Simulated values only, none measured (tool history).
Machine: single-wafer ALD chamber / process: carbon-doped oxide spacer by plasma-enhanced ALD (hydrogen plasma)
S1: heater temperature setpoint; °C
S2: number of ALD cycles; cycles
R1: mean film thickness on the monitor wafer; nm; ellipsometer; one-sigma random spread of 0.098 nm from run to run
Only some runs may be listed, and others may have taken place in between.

{"run": 1, "hour": 0.0, "S1": 380, "S2": 548, "R1": 26.235}
{"run": 2, "hour": 1.7, "S1": 380, "S2": 591, "R1": 28.229}
{"run": 3, "hour": 7.7, "S1": 380, "S2": 606, "R1": 29.076}
{"run": 4, "hour": 10.7, "S1": 388, "S2": 606, "R1": 28.906}
{"run": 5, "hour": 15.0, "S1": 388, "S2": 574, "R1": 27.48}
{"run": 6, "hour": 23.3, "S1": 388, "S2": 538, "R1": 25.827}
{"run": 7, "hour": 25.0, "S1": 388, "S2": 626, "R1": 29.809}

Run 8, settings as shown, results not yet in. Your forecast:
{"run": 8, "hour": 29.8, "S1": 388, "S2": 636, "R1": "?"}

R1: 30.512 nm
